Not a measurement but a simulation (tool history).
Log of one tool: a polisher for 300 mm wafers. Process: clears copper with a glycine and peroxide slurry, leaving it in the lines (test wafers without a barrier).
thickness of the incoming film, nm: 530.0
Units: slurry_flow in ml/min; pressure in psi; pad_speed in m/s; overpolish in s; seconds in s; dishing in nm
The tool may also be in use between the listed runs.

| run | hour | slurry_flow | pressure | pad_speed | overpolish | seconds | dishing |
|---|---|---|---|---|---|---|---|
| 1 | 0 | 250 | 3 | 0.94 | 13 | 102.91 | 51.395 |
| 2 | 2.5 | 250 | 2.7 | 0.94 | 13 | 112.6 | 47.128 |
| 3 | 4.4 | 250 | 2.7 | 0.94 | 10 | 113.14 | 37.278 |
| 4 | 9 | 220 | 2.7 | 0.94 | 10 | 111.71 | 37.615 |
| 5 | 14 | 220 | 2.7 | 0.94 | 7 | 113.07 | 28.828 |
| 6 | 21.4 | 220 | 3.1 | 0.96 | 8 | 99.897 | 34.083 |
| 7 | 27.4 | 220 | 3.5 | 0.98 | 9 | 87.893 | 42.87 |
| 8 | 31.8 | 220 | 3.8 | 1 | 9 | 79.785 | 49.085 |

Run 9 comes next. What will it give?
| 9 | 34.8 | 235 | 4.6 | 1.02 | 7 | ? | ? |

Run 9 gave seconds 65.319 s, dishing 44.639 nm.
